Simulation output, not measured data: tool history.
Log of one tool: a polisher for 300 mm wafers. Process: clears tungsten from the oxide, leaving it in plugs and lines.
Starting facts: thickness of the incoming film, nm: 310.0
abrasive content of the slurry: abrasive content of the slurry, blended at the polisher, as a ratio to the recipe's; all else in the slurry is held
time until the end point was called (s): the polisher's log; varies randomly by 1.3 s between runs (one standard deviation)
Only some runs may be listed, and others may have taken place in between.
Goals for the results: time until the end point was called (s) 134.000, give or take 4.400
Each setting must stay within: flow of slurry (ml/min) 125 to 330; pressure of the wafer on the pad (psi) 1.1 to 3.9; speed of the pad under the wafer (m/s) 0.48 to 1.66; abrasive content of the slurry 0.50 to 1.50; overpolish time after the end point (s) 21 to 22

run  hour  flow of slurry (ml/min)  pressure of the wafer on the pad (psi)  speed of the pad under the wafer (m/s)  abrasive content of the slurry  overpolish time after the end point (s)  time until the end point was called (s)
  1   0.0                      210                                     2.5                                    1.06                            1.00                                       21                                   85.348
  2   3.9                      210                                     3.0                                    1.06                            1.00                                       21                                   71.548
  3   4.6                      210                                     3.6                                    1.06                            1.00                                       21                                   60.736
  4   8.6                      210                                     3.6                                    0.80                            1.00                                       21                                   77.738
  5  16.8                      255                                     3.6                                    0.80                            1.00                                       21                                   76.128
  6  22.6                      255                                     3.2                                    0.80                            1.00                                       21                                   85.418
  7  24.8                      250                                     2.9                                    0.80                            1.00                                       21                                   91.729
  8  30.4                      245                                     2.6                                    0.80                            1.00                                       21                                  104.320
  9  37.2                      240                                     2.4                                    0.80                            1.00                                       21                                  113.720
 10  43.6                      230                                     2.3                                    0.80                            1.00                                       21                                  120.010
 11  47.6                      220                                     2.3                                    0.80                            1.00                                       21                                  119.730

5 candidate next runs follow, results not yet known. Just one meets every target within its allowed miss. Identify it.
  A  51.6                      245                                     2.2                                    0.72                            1.05                                       22                                        ?
  B  51.6                      240                                     2.9                                    0.60                            0.95                                       22                                        ?
  C  51.6                      195                                     2.2                                    0.86                            0.85                                       21                                        ?
  D  51.6                      220                                     2.3                                    0.76                            0.95                                       21                                        ?
  E  51.6                      225                                     2.3                                    0.80                            0.90                                       21                                        ?

move  time until the end point was called (s)
   A                                  132.850
   B                                  121.610
   C                                  120.340
   D                                  124.780
   E                                  120.130
A: each result inside its tolerance
B: gains on the last run, yet a result remains outside its allowed miss
C: about the same distance from the targets as the last run
D: gains on the last run, yet a result remains outside its allowed miss
E: about the same distance from the targets as the last run
Move A is the one to make.
